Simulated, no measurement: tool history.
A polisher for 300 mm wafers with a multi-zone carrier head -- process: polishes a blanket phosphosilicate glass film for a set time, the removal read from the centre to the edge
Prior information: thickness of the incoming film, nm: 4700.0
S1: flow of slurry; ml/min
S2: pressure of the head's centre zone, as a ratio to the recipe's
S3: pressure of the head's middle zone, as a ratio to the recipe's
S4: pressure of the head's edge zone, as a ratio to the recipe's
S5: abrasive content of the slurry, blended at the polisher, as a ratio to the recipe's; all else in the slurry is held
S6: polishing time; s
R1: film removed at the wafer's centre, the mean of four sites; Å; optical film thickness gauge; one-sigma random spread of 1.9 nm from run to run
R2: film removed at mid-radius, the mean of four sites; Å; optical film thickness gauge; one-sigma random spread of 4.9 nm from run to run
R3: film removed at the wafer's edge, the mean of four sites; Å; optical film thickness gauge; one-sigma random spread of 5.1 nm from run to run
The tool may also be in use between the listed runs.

Run 1, day 0.000: S1 190 ml/min, S2 1.00, S3 1.00, S4 1.00, S5 1.00, S6 41 s. Result: R1 3952.8 Å, R2 3958.6 Å, R3 4027.8 Å.
Run 2, day 0.362: S1 190 ml/min, S2 1.00, S3 1.00, S4 1.00, S5 0.85, S6 41 s. Result: R1 3688.7 Å, R2 3710.2 Å, R3 3796.0 Å.
Run 3, day 0.675: S1 170 ml/min, S2 1.00, S3 1.00, S4 1.00, S5 0.85, S6 41 s. Result: R1 3536.1 Å, R2 3592.9 Å, R3 3687.3 Å.
Run 4, day 0.779: S1 160 ml/min, S2 0.98, S3 1.03, S4 1.03, S5 0.85, S6 41 s. Result: R1 3412.6 Å, R2 3771.8 Å, R3 3763.8 Å.
Run 5, day 1.000: S1 150 ml/min, S2 0.97, S3 1.04, S4 1.04, S5 0.85, S6 41 s. Result: R1 3298.1 Å, R2 3644.2 Å, R3 3678.9 Å.
Run 6, day 1.333: S1 145 ml/min, S2 0.96, S3 1.06, S4 1.06, S5 0.85, S6 41 s. Result: R1 3251.7 Å, R2 3728.9 Å, R3 3696.4 Å.
Run 7, day 1.392: S1 140 ml/min, S2 0.95, S3 1.07, S4 1.08, S5 0.85, S6 41 s. Result: R1 3154.1 Å, R2 3730.3 Å, R3 3745.6 Å.
Run 8, day 1.650: S1 140 ml/min, S2 0.94, S3 1.08, S4 1.09, S5 0.85, S6 41 s. Result: R1 3155.1 Å, R2 3641.7 Å, R3 3728.5 Å.

Estimate the outcome of run 9 from the log above:
Run 9, day 1.983: S1 120 ml/min, S2 0.84, S3 1.17, S4 1.06, S5 1.05, S6 41 s. Result: R1 ?, R2 ?, R3 ?.

R1: 2836.5 Å
R2: 4057.2 Å
R3: 3843.9 Å
